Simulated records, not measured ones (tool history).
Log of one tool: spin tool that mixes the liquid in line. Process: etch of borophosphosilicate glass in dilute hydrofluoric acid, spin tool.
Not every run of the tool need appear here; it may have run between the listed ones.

| run | hour | temperature setpoint of the liquid (C) | parts of water to one part of 49 % hydrofluoric acid (parts by volume) | time under the liquid (s) | thickness taken off the borophosphosilicate glass on a monitor wafer (Å) |
|---|---|---|---|---|---|
| 1 | 0.0 | 23.0 | 275 | 270 | 533.14 |
| 2 | 7.1 | 23.0 | 275 | 290 | 563.94 |
| 3 | 12.9 | 23.0 | 340 | 290 | 430.25 |
| 4 | 13.8 | 24.5 | 340 | 290 | 450.37 |
| 5 | 19.2 | 24.5 | 405 | 290 | 358.05 |
| 6 | 26.2 | 27.5 | 405 | 290 | 391.55 |
| 7 | 30.1 | 28.0 | 395 | 290 | 413.44 |
|  | 38.8 | thermometer replaced |
| 8 | 38.8 | 28.5 | 385 | 290 | 406.59 |
| 9 | 39.4 | 29.0 | 370 | 290 | 430.48 |
| 10 | 48.0 | 29.0 | 355 | 290 | 456.33 |
| 11 | 55.6 | 29.0 | 345 | 290 | 474.70 |

Run 12 has not been measured yet. What should we expect?
| 12 | 59.5 | 29.0 | 335 | 290 | ? |

Run 12 measured thickness taken off the borophosphosilicate glass on a monitor wafer (Å) 497.78.
